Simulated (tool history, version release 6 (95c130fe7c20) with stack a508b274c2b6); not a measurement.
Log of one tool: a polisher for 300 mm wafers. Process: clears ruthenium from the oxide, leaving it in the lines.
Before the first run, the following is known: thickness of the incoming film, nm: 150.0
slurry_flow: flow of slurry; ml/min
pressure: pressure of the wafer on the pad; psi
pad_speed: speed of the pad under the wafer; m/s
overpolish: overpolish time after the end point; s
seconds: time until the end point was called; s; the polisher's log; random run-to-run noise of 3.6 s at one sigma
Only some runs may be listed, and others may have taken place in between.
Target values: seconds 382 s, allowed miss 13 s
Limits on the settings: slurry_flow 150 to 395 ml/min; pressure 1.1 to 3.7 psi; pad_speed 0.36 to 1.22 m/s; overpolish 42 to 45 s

run  hour  slurry_flow  pressure  pad_speed  overpolish  seconds
  1     0          250       2.4       0.78          42   156.71
  2   8.8          250       2.4       0.86          42   141.05
  3  10.7          245       2.1       0.78          42    175.7
  4  17.8          245       2.1       0.78          42   179.47
  5    25          245       2.1       0.78          45      178
  6  25.5          240       1.9       0.72          45   210.97
  7  31.3          225       1.3        0.5          45   428.07
  8  33.3          235       1.3        0.5          45   421.71
  9  37.3          240       1.3        0.5          45   416.07
 10  40.4          250       1.3        0.5          45   416.91
 11    47          255       1.3        0.5          45   417.82

Below are 5 possible settings for the next run. Only one of them brings all results inside the allowed miss of their targets. Which is it?
  A  53.6          265       1.3       0.46          45        ?
  B  53.6          240       1.1       0.52          42        ?
  C  53.6          175       1.1       0.52          45        ?
  D  53.6          260       1.6       0.36          42        ?
  E  53.6          250       1.4       0.52          45        ?

move  seconds
   A   451.79
   B   469.82
   C   487.49
   D   473.81
   E   378.53
A: the biggest miss grows against the last run
B: the biggest miss grows against the last run
C: the biggest miss grows against the last run
D: the biggest miss grows against the last run
E: every result within its allowed miss
Answer: E
